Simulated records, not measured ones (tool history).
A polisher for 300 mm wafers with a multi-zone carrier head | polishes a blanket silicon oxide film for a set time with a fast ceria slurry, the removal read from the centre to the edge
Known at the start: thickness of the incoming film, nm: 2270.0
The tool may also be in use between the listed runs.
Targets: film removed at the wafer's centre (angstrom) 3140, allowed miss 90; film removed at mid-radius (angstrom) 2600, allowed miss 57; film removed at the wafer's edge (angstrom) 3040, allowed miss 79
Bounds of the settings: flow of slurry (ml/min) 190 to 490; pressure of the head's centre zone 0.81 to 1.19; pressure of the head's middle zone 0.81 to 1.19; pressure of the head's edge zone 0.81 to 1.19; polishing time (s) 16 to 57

run	day	flow of slurry (ml/min)	pressure of the head's centre zone	pressure of the head's middle zone	pressure of the head's edge zone	polishing time (s)	film removed at the wafer's centre (angstrom)	film removed at mid-radius (angstrom)	film removed at the wafer's edge (angstrom)
1	0	315	1	1	1	36	3188.5	3551.9	3586.7
2	0.342	350	1	1	1	36	3225.6	3541.8	3591.8
3	0.596	360	1.02	0.97	0.99	35	3182	3372.2	3500.4
4	0.667	360	1.05	0.94	0.98	34	3155.4	3201.1	3381.7
5	0.758	435	1.05	0.94	0.98	34	3254.5	3267.9	3370.1
6	0.996	435	1.01	0.94	0.98	34	3102.3	3247.4	3390.2
7	1.358	425	1.04	0.92	0.98	33	3094.9	3073.8	3273.7
8	1.462	420	1.06	0.9	0.97	33	3184.7	3051.7	3260.1
9	1.538	415	1.07	0.88	0.97	33	3171.9	2955.8	3262.5
10	1.662	405	1.08	0.87	0.96	33	3249.9	2943.9	3269.8
11	1.962	400	1.08	0.86	0.95	33	3231.1	2898.9	3255.5
12	2.192	395	1.08	0.85	0.94	33	3198.9	2890.8	3224.7
13	2.517	390	1.09	0.84	0.94	33	3203.3	2835.7	3209
14	2.696	380	1.1	0.83	0.94	33	3275.7	2826.3	3203.9
15	3.025	375	1.1	0.83	0.94	33	3310.7	2823.3	3206.1
16	3.062	370	1.1	0.83	0.94	33	3243.7	2822.5	3182.9
17	3.292	365	1.11	0.83	0.95	33	3250.2	2810.6	3208.3
18	3.517	360	1.12	0.83	0.95	33	3247.8	2829.7	3206.9
19	3.871	380	1.12	0.83	0.95	33	3364	2807.8	3207.4
20	4.021	375	1.12	0.83	0.95	33	3286.6	2789.3	3238.6
21	4.375	370	1.12	0.83	0.95	33	3284	2804	3208.7
22	4.633	300	1.14	0.81	0.96	31	3091.9	2566.3	2995

Which of these 5 next moves meets every target?
A	4.892	310	1.15	0.83	0.98	31	?	?	?
B	4.892	190	1.16	0.81	0.95	32	?	?	?
C	4.892	315	1.09	0.82	1.01	31	?	?	?
D	4.892	280	1.09	0.84	1	31	?	?	?
E	4.892	315	1.19	0.84	0.89	30	?	?	?

move	film removed at the wafer's centre (angstrom)	film removed at mid-radius (angstrom)	film removed at the wafer's edge (angstrom)
A	3136.1	2606.9	3047.4
B	3039.8	2473.3	2954.8
C	2974.9	2585.9	3096.1
D	2935.4	2605.3	3051.9
E	3147.9	2551.5	2822.4
A: meets every target
B: further off than the last run
C: brings the result that was furthest off to its target, and leaves another outside
D: brings the result that was furthest off to its target, and leaves another outside
E: brings the result that was furthest off to its target, and leaves another outside
Move A is the one to make.
